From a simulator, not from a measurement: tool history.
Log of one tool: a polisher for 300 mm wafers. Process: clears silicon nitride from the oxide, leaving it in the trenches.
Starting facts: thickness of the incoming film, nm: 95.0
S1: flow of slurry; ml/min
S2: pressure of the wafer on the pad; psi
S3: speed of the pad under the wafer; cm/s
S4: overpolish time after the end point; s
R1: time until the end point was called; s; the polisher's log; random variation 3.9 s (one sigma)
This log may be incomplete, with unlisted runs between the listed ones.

run 1 hour=0 | S1=290 S2=2.5 S3=110 S4=13 | R1=118.79
run 2 hour=3.5 | S1=290 S2=2.5 S3=100 S4=13 | R1=130.55
run 3 hour=10.8 | S1=290 S2=2.5 S3=120 S4=13 | R1=110.49
run 4 hour=15.5 | S1=290 S2=2.1 S3=116 S4=13 | R1=134.11
run 5 hour=16.2 | S1=290 S2=1.8 S3=114 S4=13 | R1=161.84
run 6 hour=19.7 | S1=290 S2=1.8 S3=114 S4=13 | R1=167.04

What will run 7 give?
run 7 hour=24.6 | S1=290 S2=1.7 S3=114 S4=13 | R1=?

{"run 7": {"R1": 169.14}}

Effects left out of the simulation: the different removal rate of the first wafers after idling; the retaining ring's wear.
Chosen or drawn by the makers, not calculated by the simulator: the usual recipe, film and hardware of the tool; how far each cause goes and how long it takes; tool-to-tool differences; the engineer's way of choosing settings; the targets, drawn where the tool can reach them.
